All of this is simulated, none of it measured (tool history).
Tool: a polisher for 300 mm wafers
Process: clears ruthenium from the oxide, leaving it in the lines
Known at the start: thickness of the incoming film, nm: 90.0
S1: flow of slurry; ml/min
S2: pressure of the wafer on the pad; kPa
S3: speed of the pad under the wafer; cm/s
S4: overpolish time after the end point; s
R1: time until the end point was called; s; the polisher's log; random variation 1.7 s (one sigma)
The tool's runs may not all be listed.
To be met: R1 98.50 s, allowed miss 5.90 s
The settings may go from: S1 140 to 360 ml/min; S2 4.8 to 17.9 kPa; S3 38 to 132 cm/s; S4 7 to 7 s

| run | day | S1 | S2 | S3 | S4 | R1 |
|---|---|---|---|---|---|---|
| 1 | 0.000 | 230 | 11.0 | 84 | 7 | 138.89 |
| 2 | 0.296 | 230 | 11.7 | 84 | 7 | 128.48 |
| 3 | 0.321 | 230 | 12.4 | 84 | 7 | 123.27 |
| 4 | 0.525 | 230 | 12.4 | 74 | 7 | 144.01 |
| 5 | 0.821 | 230 | 13.8 | 74 | 7 | 127.74 |
| 6 | 0.871 | 230 | 15.2 | 74 | 7 | 118.07 |
| 7 | 0.938 | 230 | 15.9 | 74 | 7 | 114.79 |
| 8 | 1.258 | 230 | 16.5 | 74 | 7 | 110.99 |

Which of these 4 next moves meets every target?
| A | 1.579 | 205 | 13.8 | 98 | 7 | ? |
| B | 1.579 | 205 | 15.2 | 74 | 7 | ? |
| C | 1.579 | 340 | 16.5 | 62 | 7 | ? |
| D | 1.579 | 155 | 15.9 | 84 | 7 | ? |

| move | R1 |
|---|---|
| A | 102.66 |
| B | 123.72 |
| C | 128.09 |
| D | 110.34 |
A: meets every target
B: further off than the last run
C: further off than the last run
D: nearer than the last run, and not there yet
Move A is the one to make.
